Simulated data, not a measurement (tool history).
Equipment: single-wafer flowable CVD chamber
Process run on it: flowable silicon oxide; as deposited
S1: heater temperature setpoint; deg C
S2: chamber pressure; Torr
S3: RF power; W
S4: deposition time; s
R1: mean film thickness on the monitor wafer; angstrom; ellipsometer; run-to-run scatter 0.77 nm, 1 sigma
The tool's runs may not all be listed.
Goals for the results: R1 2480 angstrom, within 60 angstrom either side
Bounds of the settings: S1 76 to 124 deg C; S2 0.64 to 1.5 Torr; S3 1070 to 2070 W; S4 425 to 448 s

{"run": 1, "hour": 0.0, "S1": 100, "S2": 1.07, "S3": 1570, "S4": 448, "R1": 3724.1}
{"run": 2, "hour": 4.1, "S1": 100, "S2": 1.2, "S3": 1570, "S4": 448, "R1": 4167.3}
{"run": 3, "hour": 7.4, "S1": 100, "S2": 1.2, "S3": 1785, "S4": 448, "R1": 4356.3}
{"run": 4, "hour": 12.8, "S1": 103, "S2": 1.2, "S3": 1785, "S4": 448, "R1": 3983.3}
{"run": 5, "hour": 16.9, "S1": 103, "S2": 1.2, "S3": 2000, "S4": 448, "R1": 4099.2}
{"run": 6, "hour": 23.5, "S1": 103, "S2": 1.2, "S3": 2000, "S4": 448, "R1": 4104}
{"run": 7, "hour": 25.3, "S1": 106, "S2": 1.2, "S3": 2000, "S4": 448, "R1": 3765.6}
{"run": 8, "hour": 27.8, "S1": 109, "S2": 1.2, "S3": 2000, "S4": 448, "R1": 3420.2}
{"run": 9, "hour": 32.3, "S1": 111, "S2": 1.2, "S3": 2000, "S4": 448, "R1": 3207.9}
{"run": 10, "hour": 34.4, "S1": 113, "S2": 1.2, "S3": 2000, "S4": 448, "R1": 3046.1}

Which of these 4 next moves meets every target?
{"run": "A", "hour": 36.5, "S1": 118, "S2": 1.18, "S3": 2000, "S4": 425, "R1": "?"}
{"run": "B", "hour": 36.5, "S1": 107, "S2": 1.08, "S3": 2070, "S4": 448, "R1": "?"}
{"run": "C", "hour": 36.5, "S1": 91, "S2": 0.77, "S3": 2070, "S4": 446, "R1": "?"}
{"run": "D", "hour": 36.5, "S1": 108, "S2": 1.23, "S3": 1905, "S4": 448, "R1": "?"}

move=A R1=2463.2
move=B R1=3300.5
move=C R1=3767.3
move=D R1=3567.3
A: in spec on every target
B: its largest miss is bigger than the last run's
C: its largest miss is bigger than the last run's
D: its largest miss is bigger than the last run's
So the answer is move A, the one that meets all the targets.

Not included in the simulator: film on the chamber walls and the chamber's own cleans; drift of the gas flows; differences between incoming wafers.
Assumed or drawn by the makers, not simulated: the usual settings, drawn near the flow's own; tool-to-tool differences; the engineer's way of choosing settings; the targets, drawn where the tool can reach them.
